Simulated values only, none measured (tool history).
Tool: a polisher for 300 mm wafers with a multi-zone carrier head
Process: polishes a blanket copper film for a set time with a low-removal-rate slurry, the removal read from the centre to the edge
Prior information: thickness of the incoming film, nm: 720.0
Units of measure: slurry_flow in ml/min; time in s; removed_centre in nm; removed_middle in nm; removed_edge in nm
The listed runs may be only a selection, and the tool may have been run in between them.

| run | hour | slurry_flow | centre_zone | middle_zone | edge_zone | slurry_solids | time | removed_centre | removed_middle | removed_edge |
|---|---|---|---|---|---|---|---|---|---|---|
| 1 | 0 | 165 | 1 | 1 | 1 | 1 | 88 | 230.55 | 238.62 | 239.34 |
| 2 | 1 | 160 | 1 | 0.98 | 0.96 | 0.85 | 83 | 208.38 | 212.17 | 212.57 |
| 3 | 8.1 | 160 | 1.03 | 0.98 | 0.96 | 0.85 | 83 | 211.51 | 212.15 | 211.17 |
| 4 | 11.1 | 160 | 0.98 | 0.98 | 0.96 | 0.85 | 83 | 206.47 | 209.19 | 213.11 |
| 5 | 19.3 | 160 | 0.98 | 0.98 | 0.96 | 1 | 83 | 214.07 | 221.43 | 219.23 |
| 6 | 24.3 | 160 | 0.98 | 0.92 | 0.96 | 1 | 83 | 211.99 | 218.26 | 220.84 |
| 7 | 26.4 | 155 | 0.98 | 0.92 | 0.93 | 0.9 | 80 | 201.14 | 197.99 | 203.86 |
| 8 | 35.3 | 150 | 0.96 | 0.94 | 0.9 | 0.8 | 78 | 184.98 | 191.47 | 192.77 |
| 9 | 38.8 | 145 | 0.97 | 0.94 | 0.88 | 0.75 | 76 | 176.69 | 179.1 | 179.85 |
| 10 | 39.9 | 135 | 0.97 | 0.94 | 0.86 | 0.7 | 76 | 170.92 | 174.11 | 173.67 |
| 11 | 43.3 | 130 | 0.97 | 0.94 | 0.85 | 0.7 | 76 | 172.01 | 177.03 | 170.46 |
| 12 | 50.2 | 110 | 0.95 | 0.86 | 0.81 | 0.55 | 75 | 149.72 | 147.27 | 150.45 |

Run 13, settings as shown, results not yet in. Your forecast:
| 13 | 50.8 | 120 | 0.95 | 0.87 | 0.81 | 0.55 | 75 | ? | ? | ? |

{"run 13": {"removed_centre": 153.34, "removed_middle": 152.27, "removed_edge": 155.65}}

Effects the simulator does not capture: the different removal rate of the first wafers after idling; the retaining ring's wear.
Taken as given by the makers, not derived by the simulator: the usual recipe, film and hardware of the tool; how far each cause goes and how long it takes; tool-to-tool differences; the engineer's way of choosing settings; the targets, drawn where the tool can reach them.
